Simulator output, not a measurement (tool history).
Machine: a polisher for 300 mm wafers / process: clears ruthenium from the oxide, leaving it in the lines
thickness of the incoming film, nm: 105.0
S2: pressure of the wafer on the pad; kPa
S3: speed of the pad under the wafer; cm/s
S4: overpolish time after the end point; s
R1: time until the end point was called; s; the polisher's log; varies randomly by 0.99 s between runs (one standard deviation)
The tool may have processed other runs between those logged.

Run 1, day 0: flow of slurry (ml/min) 305, S2 17.9 kPa, S3 78 cm/s, S4 10 s. Result: R1 80.094 s.
Run 2, day 0.354: flow of slurry (ml/min) 305, S2 16.5 kPa, S3 78 cm/s, S4 10 s. Result: R1 85.73 s.
Run 3, day 0.425: flow of slurry (ml/min) 305, S2 14.5 kPa, S3 78 cm/s, S4 10 s. Result: R1 99.077 s.
Run 4, day 0.462: flow of slurry (ml/min) 305, S2 11.7 kPa, S3 78 cm/s, S4 10 s. Result: R1 121.35 s.
Run 5, day 0.688: flow of slurry (ml/min) 305, S2 11.7 kPa, S3 66 cm/s, S4 10 s. Result: R1 140.14 s.
Run 6, day 0.762: flow of slurry (ml/min) 305, S2 12.4 kPa, S3 66 cm/s, S4 10 s. Result: R1 133.78 s.

What will run 7 give?
Run 7, day 1.029: flow of slurry (ml/min) 305, S2 13.1 kPa, S3 66 cm/s, S4 10 s. Result: R1 ?.

R1: 123.62 s
